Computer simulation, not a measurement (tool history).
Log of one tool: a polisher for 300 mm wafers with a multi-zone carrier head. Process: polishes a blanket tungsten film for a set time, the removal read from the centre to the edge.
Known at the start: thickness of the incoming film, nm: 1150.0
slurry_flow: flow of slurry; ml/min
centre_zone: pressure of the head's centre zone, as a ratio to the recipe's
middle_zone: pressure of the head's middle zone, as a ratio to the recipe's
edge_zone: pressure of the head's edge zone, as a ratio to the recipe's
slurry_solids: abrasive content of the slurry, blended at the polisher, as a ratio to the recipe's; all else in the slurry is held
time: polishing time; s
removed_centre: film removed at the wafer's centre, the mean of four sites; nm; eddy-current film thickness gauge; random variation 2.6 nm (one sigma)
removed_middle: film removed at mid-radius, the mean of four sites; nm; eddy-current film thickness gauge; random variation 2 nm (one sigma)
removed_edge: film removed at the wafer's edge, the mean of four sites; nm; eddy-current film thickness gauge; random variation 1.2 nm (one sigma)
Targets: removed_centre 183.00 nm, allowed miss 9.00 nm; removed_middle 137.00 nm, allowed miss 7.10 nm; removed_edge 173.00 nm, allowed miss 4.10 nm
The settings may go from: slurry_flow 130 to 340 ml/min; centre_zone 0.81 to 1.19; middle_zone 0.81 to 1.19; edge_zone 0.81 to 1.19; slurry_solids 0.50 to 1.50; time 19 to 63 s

Run 1, hour 0.0: slurry_flow 220 ml/min, centre_zone 1.00, middle_zone 1.00, edge_zone 1.00, slurry_solids 1.00, time 41 s. Result: removed_centre 129.69 nm, removed_middle 126.17 nm, removed_edge 129.52 nm.
Run 2, hour 1.4: slurry_flow 220 ml/min, centre_zone 1.03, middle_zone 1.00, edge_zone 1.00, slurry_solids 1.00, time 41 s. Result: removed_centre 133.01 nm, removed_middle 122.39 nm, removed_edge 131.66 nm.
Run 3, hour 2.3: slurry_flow 230 ml/min, centre_zone 1.06, middle_zone 1.01, edge_zone 1.03, slurry_solids 1.10, time 41 s. Result: removed_centre 139.79 nm, removed_middle 132.42 nm, removed_edge 136.73 nm.
Run 4, hour 8.7: slurry_flow 230 ml/min, centre_zone 1.09, middle_zone 0.97, edge_zone 1.05, slurry_solids 1.15, time 42 s. Result: removed_centre 150.14 nm, removed_middle 129.99 nm, removed_edge 140.67 nm.
Run 5, hour 10.3: slurry_flow 225 ml/min, centre_zone 1.09, middle_zone 0.94, edge_zone 1.08, slurry_solids 1.20, time 43 s. Result: removed_centre 156.81 nm, removed_middle 130.41 nm, removed_edge 148.47 nm.
Run 6, hour 18.6: slurry_flow 225 ml/min, centre_zone 1.09, middle_zone 0.94, edge_zone 1.08, slurry_solids 1.10, time 43 s. Result: removed_centre 152.79 nm, removed_middle 126.03 nm, removed_edge 145.37 nm.
Run 7, hour 27.3: slurry_flow 225 ml/min, centre_zone 1.10, middle_zone 0.92, edge_zone 1.10, slurry_solids 1.15, time 44 s. Result: removed_centre 157.64 nm, removed_middle 133.40 nm, removed_edge 149.64 nm.
Run 8, hour 32.5: slurry_flow 215 ml/min, centre_zone 1.11, middle_zone 0.90, edge_zone 1.12, slurry_solids 1.20, time 45 s. Result: removed_centre 164.42 nm, removed_middle 134.94 nm, removed_edge 156.55 nm.
Run 9, hour 34.0: slurry_flow 220 ml/min, centre_zone 1.11, middle_zone 0.88, edge_zone 1.13, slurry_solids 1.25, time 45 s. Result: removed_centre 166.68 nm, removed_middle 128.47 nm, removed_edge 160.78 nm.
Run 10, hour 42.2: slurry_flow 225 ml/min, centre_zone 1.12, middle_zone 0.88, edge_zone 1.14, slurry_solids 1.25, time 45 s. Result: removed_centre 163.43 nm, removed_middle 129.07 nm, removed_edge 160.64 nm.
Run 11, hour 44.7: slurry_flow 225 ml/min, centre_zone 1.13, middle_zone 0.88, edge_zone 1.14, slurry_solids 1.30, time 45 s. Result: removed_centre 166.56 nm, removed_middle 132.03 nm, removed_edge 162.66 nm.

5 next moves are on the table. One of them brings every result within its allowed miss. Which?
Run A, hour 47.2: slurry_flow 200 ml/min, centre_zone 1.12, middle_zone 0.82, edge_zone 1.08, slurry_solids 1.45, time 49 s. Result: removed_centre ?, removed_middle ?, removed_edge ?.
Run B, hour 47.2: slurry_flow 215 ml/min, centre_zone 1.11, middle_zone 0.93, edge_zone 1.19, slurry_solids 1.50, time 49 s. Result: removed_centre ?, removed_middle ?, removed_edge ?.
Run C, hour 47.2: slurry_flow 270 ml/min, centre_zone 1.14, middle_zone 0.95, edge_zone 1.15, slurry_solids 1.45, time 46 s. Result: removed_centre ?, removed_middle ?, removed_edge ?.
Run D, hour 47.2: slurry_flow 275 ml/min, centre_zone 0.95, middle_zone 0.96, edge_zone 1.19, slurry_solids 1.50, time 48 s. Result: removed_centre ?, removed_middle ?, removed_edge ?.
Run E, hour 47.2: slurry_flow 185 ml/min, centre_zone 1.19, middle_zone 0.88, edge_zone 1.02, slurry_solids 1.15, time 47 s. Result: removed_centre ?, removed_middle ?, removed_edge ?.

move  removed_centre  removed_middle  removed_edge
   A          183.32          134.81        173.63
   B          185.39          150.72        185.07
   C          183.55          147.09        173.30
   D          160.90          156.27        185.66
   E          175.87          128.30        152.94
A: meets every target
B: takes the result that was furthest off past its target
C: brings the result that was furthest off to its target, and leaves another outside
D: takes the result that was furthest off past its target
E: further off than the last run
The right move is A.
